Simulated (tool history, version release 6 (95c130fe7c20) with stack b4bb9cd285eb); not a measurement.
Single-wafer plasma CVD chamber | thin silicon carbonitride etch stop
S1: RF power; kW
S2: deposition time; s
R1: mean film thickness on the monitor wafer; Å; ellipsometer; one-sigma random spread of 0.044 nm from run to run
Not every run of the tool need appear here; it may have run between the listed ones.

run,hour,S1,S2,R1
1,0.0,0.260,14.7,85.723
2,0.7,0.260,13.9,80.940
3,6.3,0.260,11.9,69.444
4,9.8,0.235,11.9,67.584
5,11.0,0.200,11.9,64.991
6,17.1,0.200,13.9,75.782
7,17.8,0.200,13.9,74.795
8,18.9,0.235,14.2,80.502
9,21.2,0.275,14.7,87.274
10,28.7,0.285,14.8,88.433
11,34.3,0.295,14.9,89.134
12,38.0,0.300,15.0,90.170

Predict the results of run 13:
13,44.7,0.300,15.0,?

R1: 89.609 Å

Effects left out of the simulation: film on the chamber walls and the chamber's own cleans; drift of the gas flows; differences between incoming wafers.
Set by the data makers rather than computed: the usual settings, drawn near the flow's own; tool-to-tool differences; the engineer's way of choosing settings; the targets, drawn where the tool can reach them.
